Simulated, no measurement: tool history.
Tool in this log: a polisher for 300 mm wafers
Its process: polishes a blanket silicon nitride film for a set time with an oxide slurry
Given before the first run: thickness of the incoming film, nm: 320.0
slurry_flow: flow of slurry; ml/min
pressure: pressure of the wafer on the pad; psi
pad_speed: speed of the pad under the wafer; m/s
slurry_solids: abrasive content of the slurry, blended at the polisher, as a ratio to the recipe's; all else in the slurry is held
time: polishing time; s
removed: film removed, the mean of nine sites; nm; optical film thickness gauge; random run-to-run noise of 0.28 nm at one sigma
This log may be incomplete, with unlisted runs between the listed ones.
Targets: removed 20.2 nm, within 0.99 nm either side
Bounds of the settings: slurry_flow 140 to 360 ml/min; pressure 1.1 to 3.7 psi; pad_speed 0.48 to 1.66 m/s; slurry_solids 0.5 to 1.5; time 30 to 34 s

{"run": 1, "hour": 0.0, "slurry_flow": 230, "pressure": 2.4, "pad_speed": 1.06, "slurry_solids": 1, "time": 34, "removed": 14.24}
{"run": 2, "hour": 4.8, "slurry_flow": 280, "pressure": 2.4, "pad_speed": 1.06, "slurry_solids": 1, "time": 34, "removed": 14.247}
{"run": 3, "hour": 11.1, "slurry_flow": 280, "pressure": 2.4, "pad_speed": 0.88, "slurry_solids": 1, "time": 34, "removed": 12.274}
{"run": 4, "hour": 15.3, "slurry_flow": 280, "pressure": 2.4, "pad_speed": 0.88, "slurry_solids": 0.9, "time": 34, "removed": 11.793}
{"run": 5, "hour": 23.8, "slurry_flow": 280, "pressure": 2.7, "pad_speed": 0.9, "slurry_solids": 0.9, "time": 34, "removed": 12.924}
{"run": 6, "hour": 25.9, "slurry_flow": 280, "pressure": 2.9, "pad_speed": 0.96, "slurry_solids": 0.9, "time": 34, "removed": 14.918}
{"run": 7, "hour": 35.0, "slurry_flow": 280, "pressure": 3.1, "pad_speed": 0.98, "slurry_solids": 0.9, "time": 34, "removed": 15.585}
{"run": 8, "hour": 36.0, "slurry_flow": 280, "pressure": 3.1, "pad_speed": 0.98, "slurry_solids": 0.9, "time": 34, "removed": 15.617}
{"run": 9, "hour": 39.2, "slurry_flow": 280, "pressure": 3.2, "pad_speed": 1, "slurry_solids": 0.9, "time": 34, "removed": 16.314}
{"run": 10, "hour": 42.7, "slurry_flow": 280, "pressure": 3.3, "pad_speed": 1.02, "slurry_solids": 0.9, "time": 34, "removed": 17.405}
{"run": 11, "hour": 49.4, "slurry_flow": 280, "pressure": 3.4, "pad_speed": 1.02, "slurry_solids": 0.9, "time": 34, "removed": 17.358}
{"run": 12, "hour": 54.3, "slurry_flow": 280, "pressure": 3.5, "pad_speed": 1.04, "slurry_solids": 0.9, "time": 34, "removed": 18.553}
{"run": 13, "hour": 55.3, "slurry_flow": 280, "pressure": 3.6, "pad_speed": 1.06, "slurry_solids": 0.9, "time": 34, "removed": 18.858}

Which single option among these 4 for the next run brings every result within its allowed miss of target? Just one does.
{"run": "A", "hour": 56.3, "slurry_flow": 255, "pressure": 3.6, "pad_speed": 1.08, "slurry_solids": 0.9, "time": 32, "removed": "?"}
{"run": "B", "hour": 56.3, "slurry_flow": 285, "pressure": 3.7, "pad_speed": 1.14, "slurry_solids": 1, "time": 34, "removed": "?"}
{"run": "C", "hour": 56.3, "slurry_flow": 335, "pressure": 3.5, "pad_speed": 1.44, "slurry_solids": 0.8, "time": 33, "removed": "?"}
{"run": "D", "hour": 56.3, "slurry_flow": 240, "pressure": 3.7, "pad_speed": 1.14, "slurry_solids": 1.05, "time": 34, "removed": "?"}

move=A removed=18.067
move=B removed=22.592
move=C removed=20.37
move=D removed=23.033
A: the biggest miss grows against the last run
B: carries the result that was furthest off beyond its target, to the other side
C: meets every target
D: carries the result that was furthest off beyond its target, to the other side
The right move is C.

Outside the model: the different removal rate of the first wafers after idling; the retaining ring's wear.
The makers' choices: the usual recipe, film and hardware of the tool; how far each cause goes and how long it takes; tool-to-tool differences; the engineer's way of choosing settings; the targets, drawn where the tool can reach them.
